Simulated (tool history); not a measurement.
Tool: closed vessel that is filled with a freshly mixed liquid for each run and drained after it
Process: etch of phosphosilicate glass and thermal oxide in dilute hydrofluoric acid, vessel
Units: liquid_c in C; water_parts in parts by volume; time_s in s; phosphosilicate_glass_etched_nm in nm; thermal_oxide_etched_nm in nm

| run | hour | liquid_c | water_parts | time_s | phosphosilicate_glass_etched_nm | thermal_oxide_etched_nm |
|---|---|---|---|---|---|---|
| 1 | 0 | 22 | 115 | 80 | 49.214 | 2.718 |
| 2 | 4.6 | 19 | 115 | 80 | 43.95 | 2.4527 |
| 3 | 5.2 | 22 | 115 | 80 | 49.538 | 2.7206 |
| 4 | 13.3 | 24.5 | 115 | 80 | 54.78 | 3.0437 |
| 5 | 19.5 | 23.5 | 120 | 80 | 50.495 | 2.772 |
| 6 | 23.7 | 23.5 | 80 | 80 | 79.88 | 4.3517 |
| 7 | 29.5 | 22.5 | 90 | 80 | 66.627 | 3.7023 |
| 8 | 30.4 | 22 | 100 | 80 | 58.465 | 3.2906 |
| 9 | 36.7 | 21.5 | 105 | 80 | 52.82 | 3.0336 |
| 10 | 37.5 | 21.5 | 110 | 80 | 50.563 | 2.855 |

The next listed run, before its measurement:
| 11 | 41.5 | 21 | 115 | 80 | ? | ? |

phosphosilicate_glass_etched_nm: 47.652 nm
thermal_oxide_etched_nm: 2.6877 nm
